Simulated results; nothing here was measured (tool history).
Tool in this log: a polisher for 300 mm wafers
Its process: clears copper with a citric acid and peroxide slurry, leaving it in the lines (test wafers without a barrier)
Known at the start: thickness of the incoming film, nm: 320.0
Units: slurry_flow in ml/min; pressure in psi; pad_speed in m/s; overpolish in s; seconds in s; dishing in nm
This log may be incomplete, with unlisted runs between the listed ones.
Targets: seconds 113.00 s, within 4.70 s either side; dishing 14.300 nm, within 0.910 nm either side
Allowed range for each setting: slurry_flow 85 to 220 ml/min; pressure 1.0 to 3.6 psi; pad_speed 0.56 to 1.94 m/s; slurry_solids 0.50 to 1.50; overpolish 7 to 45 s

{"run": 1, "hour": 0.0, "slurry_flow": 140, "pressure": 2.3, "pad_speed": 1.24, "slurry_solids": 1.0, "overpolish": 23, "seconds": 166.27, "dishing": 23.201}
{"run": 2, "hour": 7.9, "slurry_flow": 140, "pressure": 2.3, "pad_speed": 1.24, "slurry_solids": 0.85, "overpolish": 23, "seconds": 174.35, "dishing": 22.857}
{"run": 3, "hour": 15.5, "slurry_flow": 140, "pressure": 2.3, "pad_speed": 1.24, "slurry_solids": 0.85, "overpolish": 31, "seconds": 170.49, "dishing": 27.852}
{"run": 4, "hour": 24.1, "slurry_flow": 165, "pressure": 2.3, "pad_speed": 1.24, "slurry_solids": 0.85, "overpolish": 31, "seconds": 168.36, "dishing": 26.31}
{"run": 5, "hour": 27.2, "slurry_flow": 165, "pressure": 2.3, "pad_speed": 1.44, "slurry_solids": 0.85, "overpolish": 31, "seconds": 147.15, "dishing": 30.567}
{"run": 6, "hour": 30.8, "slurry_flow": 165, "pressure": 2.3, "pad_speed": 1.58, "slurry_solids": 0.85, "overpolish": 31, "seconds": 129.12, "dishing": 31.081}
{"run": 7, "hour": 36.4, "slurry_flow": 175, "pressure": 2.2, "pad_speed": 1.64, "slurry_solids": 0.85, "overpolish": 28, "seconds": 133.05, "dishing": 29.802}
{"run": 8, "hour": 37.7, "slurry_flow": 180, "pressure": 2.3, "pad_speed": 1.54, "slurry_solids": 0.95, "overpolish": 25, "seconds": 129.31, "dishing": 27.377}
{"run": 9, "hour": 42.4, "slurry_flow": 185, "pressure": 2.3, "pad_speed": 1.48, "slurry_solids": 1.05, "overpolish": 22, "seconds": 133.58, "dishing": 25.298}
{"run": 10, "hour": 43.8, "slurry_flow": 190, "pressure": 2.4, "pad_speed": 1.46, "slurry_solids": 0.95, "overpolish": 20, "seconds": 131.9, "dishing": 24.933}
{"run": 11, "hour": 45.1, "slurry_flow": 195, "pressure": 2.3, "pad_speed": 1.52, "slurry_solids": 1.05, "overpolish": 18, "seconds": 127.51, "dishing": 23.131}
{"run": 12, "hour": 51.1, "slurry_flow": 200, "pressure": 2.2, "pad_speed": 1.58, "slurry_solids": 1.1, "overpolish": 16, "seconds": 124.95, "dishing": 22.067}
{"run": 13, "hour": 52.4, "slurry_flow": 205, "pressure": 2.0, "pad_speed": 1.74, "slurry_solids": 1.2, "overpolish": 7, "seconds": 123.06, "dishing": 11.754}

Exactly one of the 5 candidate moves below puts every result within its allowed miss. Which one?
{"run": "A", "hour": 53.7, "slurry_flow": 210, "pressure": 1.9, "pad_speed": 1.8, "slurry_solids": 1.3, "overpolish": 9, "seconds": "?", "dishing": "?"}
{"run": "B", "hour": 53.7, "slurry_flow": 220, "pressure": 2.0, "pad_speed": 1.74, "slurry_solids": 1.2, "overpolish": 9, "seconds": "?", "dishing": "?"}
{"run": "C", "hour": 53.7, "slurry_flow": 210, "pressure": 2.1, "pad_speed": 1.64, "slurry_solids": 1.15, "overpolish": 11, "seconds": "?", "dishing": "?"}
{"run": "D", "hour": 53.7, "slurry_flow": 175, "pressure": 1.9, "pad_speed": 1.82, "slurry_solids": 1.2, "overpolish": 11, "seconds": "?", "dishing": "?"}
{"run": "E", "hour": 53.7, "slurry_flow": 215, "pressure": 2.1, "pad_speed": 1.82, "slurry_solids": 1.1, "overpolish": 8, "seconds": "?", "dishing": "?"}

move=A seconds=119.64 dishing=14.331
move=B seconds=119.53 dishing=14.354
move=C seconds=123.00 dishing=16.414
move=D seconds=123.95 dishing=16.283
move=E seconds=111.99 dishing=13.773
A: brings the result that was furthest off to its target, and leaves another outside
B: brings the result that was furthest off to its target, and leaves another outside
C: pushes the last run's worst result past its target
D: pushes the last run's worst result past its target
E: every result lands within tolerance
Move E is the one to make.

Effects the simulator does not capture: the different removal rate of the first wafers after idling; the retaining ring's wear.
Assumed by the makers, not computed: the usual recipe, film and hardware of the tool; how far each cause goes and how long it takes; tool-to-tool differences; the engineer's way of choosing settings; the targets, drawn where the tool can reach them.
